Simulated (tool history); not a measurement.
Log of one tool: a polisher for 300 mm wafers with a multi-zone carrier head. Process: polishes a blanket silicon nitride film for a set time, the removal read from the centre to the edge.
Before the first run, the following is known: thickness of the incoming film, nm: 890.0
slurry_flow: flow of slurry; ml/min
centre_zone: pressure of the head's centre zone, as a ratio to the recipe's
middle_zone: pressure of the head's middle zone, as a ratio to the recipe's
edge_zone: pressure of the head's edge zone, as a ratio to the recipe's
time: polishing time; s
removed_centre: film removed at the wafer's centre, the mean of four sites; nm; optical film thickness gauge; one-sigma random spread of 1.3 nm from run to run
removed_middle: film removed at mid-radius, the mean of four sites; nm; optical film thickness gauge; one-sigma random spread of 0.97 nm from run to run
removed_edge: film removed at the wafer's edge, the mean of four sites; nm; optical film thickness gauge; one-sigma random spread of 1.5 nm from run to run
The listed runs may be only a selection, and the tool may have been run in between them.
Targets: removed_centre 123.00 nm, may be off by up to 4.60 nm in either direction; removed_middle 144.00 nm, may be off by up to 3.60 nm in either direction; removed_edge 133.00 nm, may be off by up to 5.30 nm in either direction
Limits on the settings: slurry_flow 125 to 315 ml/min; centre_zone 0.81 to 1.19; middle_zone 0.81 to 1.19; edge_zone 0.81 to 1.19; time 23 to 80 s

{"run": 1, "hour": 0.0, "slurry_flow": 205, "centre_zone": 1.0, "middle_zone": 1.0, "edge_zone": 1.0, "time": 51, "removed_centre": 106.74, "removed_middle": 112.81, "removed_edge": 107.26}
{"run": 2, "hour": 0.9, "slurry_flow": 215, "centre_zone": 1.0, "middle_zone": 1.03, "edge_zone": 1.04, "time": 52, "removed_centre": 114.73, "removed_middle": 117.96, "removed_edge": 111.28}
{"run": 3, "hour": 2.4, "slurry_flow": 235, "centre_zone": 1.0, "middle_zone": 1.03, "edge_zone": 1.04, "time": 52, "removed_centre": 114.69, "removed_middle": 118.92, "removed_edge": 111.77}
{"run": 4, "hour": 9.3, "slurry_flow": 230, "centre_zone": 0.97, "middle_zone": 1.05, "edge_zone": 1.06, "time": 54, "removed_centre": 116.29, "removed_middle": 127.7, "removed_edge": 118.66}
{"run": 5, "hour": 12.3, "slurry_flow": 235, "centre_zone": 0.96, "middle_zone": 1.07, "edge_zone": 1.09, "time": 55, "removed_centre": 116.24, "removed_middle": 131.6, "removed_edge": 120.85}
{"run": 6, "hour": 15.7, "slurry_flow": 240, "centre_zone": 0.96, "middle_zone": 1.08, "edge_zone": 1.11, "time": 56, "removed_centre": 116.83, "removed_middle": 136.11, "removed_edge": 123.89}
{"run": 7, "hour": 23.9, "slurry_flow": 245, "centre_zone": 0.96, "middle_zone": 1.08, "edge_zone": 1.12, "time": 57, "removed_centre": 120.9, "removed_middle": 139.7, "removed_edge": 127.55}
{"run": 8, "hour": 27.2, "slurry_flow": 250, "centre_zone": 0.96, "middle_zone": 1.08, "edge_zone": 1.13, "time": 57, "removed_centre": 121.92, "removed_middle": 138.61, "removed_edge": 128.12}

5 next moves are on the table. One of them brings every result within its allowed miss. Which?
{"run": "A", "hour": 30.5, "slurry_flow": 305, "centre_zone": 0.97, "middle_zone": 1.03, "edge_zone": 1.17, "time": 55, "removed_centre": "?", "removed_middle": "?", "removed_edge": "?"}
{"run": "B", "hour": 30.5, "slurry_flow": 245, "centre_zone": 0.99, "middle_zone": 1.19, "edge_zone": 1.05, "time": 58, "removed_centre": "?", "removed_middle": "?", "removed_edge": "?"}
{"run": "C", "hour": 30.5, "slurry_flow": 255, "centre_zone": 0.87, "middle_zone": 1.04, "edge_zone": 1.19, "time": 59, "removed_centre": "?", "removed_middle": "?", "removed_edge": "?"}
{"run": "D", "hour": 30.5, "slurry_flow": 205, "centre_zone": 1.02, "middle_zone": 1.09, "edge_zone": 1.12, "time": 55, "removed_centre": "?", "removed_middle": "?", "removed_edge": "?"}
{"run": "E", "hour": 30.5, "slurry_flow": 245, "centre_zone": 0.95, "middle_zone": 1.1, "edge_zone": 1.15, "time": 58, "removed_centre": "?", "removed_middle": "?", "removed_edge": "?"}

move=A removed_centre=122.78 removed_middle=132.98 removed_edge=126.71
move=B removed_centre=128.77 removed_middle=154.85 removed_edge=124.16
move=C removed_centre=115.50 removed_middle=141.09 removed_edge=135.03
move=D removed_centre=122.30 removed_middle=132.75 removed_edge=119.34
move=E removed_centre=123.45 removed_middle=144.72 removed_edge=129.90
A: further off than the last run
B: the result that was furthest off in the last run now lies on the other side of its target
C: corrects the largest miss of the last run, while another result sits out of spec
D: further off than the last run
E: in spec on every target
So the answer is move E, the one that meets all the targets.

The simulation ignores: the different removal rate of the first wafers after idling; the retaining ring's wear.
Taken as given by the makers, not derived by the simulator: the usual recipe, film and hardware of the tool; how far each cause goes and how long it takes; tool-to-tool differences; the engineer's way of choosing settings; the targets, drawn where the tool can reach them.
